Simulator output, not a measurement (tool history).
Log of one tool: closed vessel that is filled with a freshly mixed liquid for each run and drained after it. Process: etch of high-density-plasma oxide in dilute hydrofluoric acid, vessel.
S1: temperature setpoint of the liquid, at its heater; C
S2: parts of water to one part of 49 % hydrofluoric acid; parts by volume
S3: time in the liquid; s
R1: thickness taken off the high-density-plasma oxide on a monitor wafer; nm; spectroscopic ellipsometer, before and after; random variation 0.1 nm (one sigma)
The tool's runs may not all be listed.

run,hour,S1,S2,S3,R1
1,0,25,160,475,15.905
2,6.6,23.5,160,475,15.112
3,15.6,23.5,190,475,12.21
4,24.2,23.5,135,475,18.015
5,29.1,20.5,135,475,16.302
6,36.5,19.5,145,475,14.532
7,41.3,19,150,475,13.648

The next listed run, before its measurement:
8,43.9,18.5,155,475,?

{"run 8": {"R1": 12.819}}

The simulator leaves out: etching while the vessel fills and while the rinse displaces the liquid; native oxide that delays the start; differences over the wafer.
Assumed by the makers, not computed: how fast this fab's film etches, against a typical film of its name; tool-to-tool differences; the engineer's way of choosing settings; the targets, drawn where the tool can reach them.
